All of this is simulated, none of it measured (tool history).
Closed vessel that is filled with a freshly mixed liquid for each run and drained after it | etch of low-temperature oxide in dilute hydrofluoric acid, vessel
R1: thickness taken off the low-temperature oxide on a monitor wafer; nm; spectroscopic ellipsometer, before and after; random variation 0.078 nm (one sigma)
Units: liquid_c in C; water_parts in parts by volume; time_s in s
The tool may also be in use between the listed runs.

{"run": 1, "hour": 0.0, "liquid_c": 25, "water_parts": 170, "time_s": 135, "R1": 15.428}
{"run": 2, "hour": 6.1, "liquid_c": 23, "water_parts": 180, "time_s": 135, "R1": 13.39}
{"run": 3, "hour": 13.6, "liquid_c": 23, "water_parts": 145, "time_s": 135, "R1": 17.135}
{"run": 4, "hour": 18.5, "liquid_c": 23, "water_parts": 145, "time_s": 145, "R1": 18.666}
{"run": 5, "hour": 25.4, "liquid_c": 21.5, "water_parts": 165, "time_s": 145, "R1": 15.019}
{"run": 6, "hour": 29.9, "liquid_c": 21.5, "water_parts": 165, "time_s": 135, "R1": 14.103}

Run 7 comes next. What will it give?
{"run": 7, "hour": 34.2, "liquid_c": 20.5, "water_parts": 175, "time_s": 135, "R1": "?"}

R1: 12.505 nm
